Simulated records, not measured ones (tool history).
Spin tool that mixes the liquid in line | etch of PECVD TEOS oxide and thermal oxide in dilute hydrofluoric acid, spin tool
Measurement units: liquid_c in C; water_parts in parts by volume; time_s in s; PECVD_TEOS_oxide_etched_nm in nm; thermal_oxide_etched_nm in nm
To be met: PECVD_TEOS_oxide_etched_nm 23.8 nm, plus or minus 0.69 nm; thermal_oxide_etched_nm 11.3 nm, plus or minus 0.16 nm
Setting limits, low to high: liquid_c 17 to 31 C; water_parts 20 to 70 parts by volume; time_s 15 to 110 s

| run | hour | liquid_c | water_parts | time_s | PECVD_TEOS_oxide_etched_nm | thermal_oxide_etched_nm |
|---|---|---|---|---|---|---|
| 1 | 0 | 23 | 40 | 55 | 14.879 | 7.0923 |
| 2 | 4.9 | 25.5 | 40 | 55 | 16.43 | 7.8929 |
| 3 | 5.8 | 25.5 | 40 | 35 | 10.517 | 5.0283 |
| 4 | 10.5 | 27 | 35 | 35 | 13.012 | 6.1647 |
| 5 | 14.4 | 28 | 30 | 35 | 15.774 | 7.4729 |
| 6 | 19.4 | 29 | 25 | 35 | 20.161 | 9.5395 |
| 7 | 26.4 | 29.5 | 25 | 35 | 20.149 | 9.7217 |
| 8 | 27.9 | 29.5 | 25 | 35 | 20.337 | 9.7329 |
| 9 | 33.4 | 30 | 25 | 35 | 20.777 | 9.8554 |
| 10 | 34.4 | 30.5 | 25 | 35 | 21.558 | 10.061 |

4 candidate next runs follow, results not yet known. Just one meets every target within its allowed miss. Identify it.
| A | 35.4 | 29 | 40 | 55 | ? | ? |
| B | 35.4 | 30.5 | 30 | 40 | ? | ? |
| C | 35.4 | 27 | 20 | 35 | ? | ? |
| D | 35.4 | 27 | 30 | 55 | ? | ? |

| move | PECVD_TEOS_oxide_etched_nm | thermal_oxide_etched_nm |
|---|---|---|
| A | 19.329 | 9.0986 |
| B | 20.213 | 9.5144 |
| C | 23.374 | 11.002 |
| D | 24.128 | 11.357 |
A: the biggest miss grows against the last run
B: the biggest miss grows against the last run
C: moves toward the targets from the last run without getting all of them in spec
D: meets every target
So the answer is move D, the one that meets all the targets.
